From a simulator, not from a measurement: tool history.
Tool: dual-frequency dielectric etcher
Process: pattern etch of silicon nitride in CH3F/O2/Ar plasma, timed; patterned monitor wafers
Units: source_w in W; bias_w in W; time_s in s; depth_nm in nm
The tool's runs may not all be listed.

run,day,source_w,bias_w,time_s,depth_nm
1,0.000,460,73,59,40.892
2,0.217,460,73,59,41.009
3,0.546,390,73,59,37.937
4,0.892,420,73,59,39.301
5,1.017,420,84,59,41.818
6,1.279,420,84,59,41.843
7,1.388,430,84,59,42.474
8,1.475,440,84,59,42.794
9,1.800,450,84,59,43.321
10,2.096,460,84,59,43.747
11,2.350,470,84,59,43.866

Forecast run 12:
12,2.683,520,85,59,?

Run 12 gave depth_nm 46.543 nm.

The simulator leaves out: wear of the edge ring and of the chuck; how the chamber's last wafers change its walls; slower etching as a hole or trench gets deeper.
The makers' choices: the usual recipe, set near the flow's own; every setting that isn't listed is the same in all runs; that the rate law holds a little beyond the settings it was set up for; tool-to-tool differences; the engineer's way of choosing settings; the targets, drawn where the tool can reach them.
